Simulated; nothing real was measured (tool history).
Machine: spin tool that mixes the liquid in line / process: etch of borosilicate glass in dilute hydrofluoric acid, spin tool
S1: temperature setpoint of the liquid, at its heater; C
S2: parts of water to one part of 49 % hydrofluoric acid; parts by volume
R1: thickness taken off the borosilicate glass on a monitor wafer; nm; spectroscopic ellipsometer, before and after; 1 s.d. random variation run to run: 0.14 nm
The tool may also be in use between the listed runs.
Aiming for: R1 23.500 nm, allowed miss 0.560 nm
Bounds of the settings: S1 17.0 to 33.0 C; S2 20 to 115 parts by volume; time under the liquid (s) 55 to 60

Run 1, hour 0.0: S1 25.0 C, S2 65 parts by volume, time under the liquid (s) 55. Result: R1 31.264 nm.
Run 2, hour 8.9: S1 23.0 C, S2 65 parts by volume, time under the liquid (s) 55. Result: R1 29.270 nm.
Run 3, hour 17.7: S1 23.0 C, S2 75 parts by volume, time under the liquid (s) 55. Result: R1 24.635 nm.
Run 4, hour 22.7: S1 26.5 C, S2 75 parts by volume, time under the liquid (s) 55. Result: R1 28.567 nm.
At hour 27.6: thermometer replaced.
Run 5, hour 27.6: S1 25.5 C, S2 75 parts by volume, time under the liquid (s) 55. Result: R1 28.572 nm.
Run 6, hour 28.2: S1 24.5 C, S2 75 parts by volume, time under the liquid (s) 55. Result: R1 27.685 nm.
Run 7, hour 31.9: S1 23.5 C, S2 75 parts by volume, time under the liquid (s) 55. Result: R1 26.544 nm.
Run 8, hour 32.7: S1 22.5 C, S2 75 parts by volume, time under the liquid (s) 55. Result: R1 25.380 nm.
Run 9, hour 41.2: S1 22.0 C, S2 75 parts by volume, time under the liquid (s) 55. Result: R1 25.175 nm.
Run 10, hour 49.7: S1 21.5 C, S2 75 parts by volume, time under the liquid (s) 55. Result: R1 24.516 nm.

Exercise: of the 4 proposed moves below, exactly one satisfies all targets within the stated allowed misses. Which move is it?
Run A, hour 58.2: S1 22.0 C, S2 80 parts by volume, time under the liquid (s) 55. Result: R1 ?.
Run B, hour 58.2: S1 22.0 C, S2 75 parts by volume, time under the liquid (s) 55. Result: R1 ?.
Run C, hour 58.2: S1 21.5 C, S2 70 parts by volume, time under the liquid (s) 55. Result: R1 ?.
Run D, hour 58.2: S1 21.5 C, S2 80 parts by volume, time under the liquid (s) 60. Result: R1 ?.

move      R1
   A  23.447
   B  25.163
   C  26.571
   D  25.060
A: in spec on every target
B: lands further from the targets than the last run did
C: lands further from the targets than the last run did
D: lands further from the targets than the last run did
The right move is A.

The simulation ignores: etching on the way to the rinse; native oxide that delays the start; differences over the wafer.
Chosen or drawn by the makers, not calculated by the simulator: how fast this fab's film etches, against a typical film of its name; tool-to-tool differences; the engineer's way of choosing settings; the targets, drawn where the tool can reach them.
